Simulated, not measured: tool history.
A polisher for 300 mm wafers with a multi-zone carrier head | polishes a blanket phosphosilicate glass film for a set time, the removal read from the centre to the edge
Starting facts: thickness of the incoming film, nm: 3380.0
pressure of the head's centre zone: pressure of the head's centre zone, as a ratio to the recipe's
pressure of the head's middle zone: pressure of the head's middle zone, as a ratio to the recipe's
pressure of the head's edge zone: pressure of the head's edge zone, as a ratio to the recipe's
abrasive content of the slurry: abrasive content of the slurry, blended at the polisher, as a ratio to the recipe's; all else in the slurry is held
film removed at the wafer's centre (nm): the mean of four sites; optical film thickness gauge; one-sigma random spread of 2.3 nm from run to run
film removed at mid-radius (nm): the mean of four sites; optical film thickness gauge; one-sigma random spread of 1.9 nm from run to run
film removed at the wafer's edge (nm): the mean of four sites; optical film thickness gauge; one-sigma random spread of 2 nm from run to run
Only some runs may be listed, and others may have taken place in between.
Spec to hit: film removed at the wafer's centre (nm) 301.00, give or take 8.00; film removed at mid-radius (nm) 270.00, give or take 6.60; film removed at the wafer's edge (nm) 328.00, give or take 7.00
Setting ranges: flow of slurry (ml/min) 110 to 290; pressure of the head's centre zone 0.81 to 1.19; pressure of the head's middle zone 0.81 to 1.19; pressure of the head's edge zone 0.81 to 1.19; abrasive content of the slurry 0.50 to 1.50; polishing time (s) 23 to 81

run,day,flow of slurry (ml/min),pressure of the head's centre zone,pressure of the head's middle zone,pressure of the head's edge zone,abrasive content of the slurry,polishing time (s),film removed at the wafer's centre (nm),film removed at mid-radius (nm),film removed at the wafer's edge (nm)
1,0.000,185,1.00,1.00,1.00,1.00,52,304.91,316.95,319.32
2,0.367,185,1.00,0.97,1.00,1.00,52,305.09,312.82,319.25
3,0.442,185,1.00,0.97,1.00,1.00,61,358.64,363.02,380.47
4,0.712,185,0.96,0.97,1.00,1.00,61,342.26,364.20,378.59
5,0.942,185,0.96,0.97,1.05,1.00,61,342.74,363.83,385.58
6,1.217,185,0.96,0.97,1.02,1.00,61,344.45,369.30,379.81
7,1.354,170,0.97,0.92,1.02,0.90,61,332.44,331.03,367.43
8,1.388,160,0.97,0.89,0.99,0.85,61,325.46,314.93,351.61
9,1.462,115,0.97,0.81,1.01,0.70,61,286.40,260.92,321.09
10,1.588,125,0.97,0.81,1.01,0.70,61,289.33,265.77,322.55

5 next moves are on the table. One of them brings every result within its allowed miss. Which?
A,1.712,110,0.92,0.82,0.96,0.90,60,?,?,?
B,1.712,110,0.93,0.83,1.00,0.75,60,?,?,?
C,1.712,130,0.97,0.83,1.01,0.60,61,?,?,?
D,1.712,170,1.02,0.81,0.97,0.55,61,?,?,?
E,1.712,120,0.99,0.82,1.00,0.80,60,?,?,?

move,film removed at the wafer's centre (nm),film removed at mid-radius (nm),film removed at the wafer's edge (nm)
A,282.08,276.25,326.46
B,269.63,263.74,314.69
C,278.26,259.51,307.96
D,300.94,259.89,304.62
E,299.27,271.33,325.26
A: misses by more than the last run did
B: misses by more than the last run did
C: misses by more than the last run did
D: the worst result of the last run now meets its target, but another is out of spec
E: hits every target within its allowed miss
The right move is E.
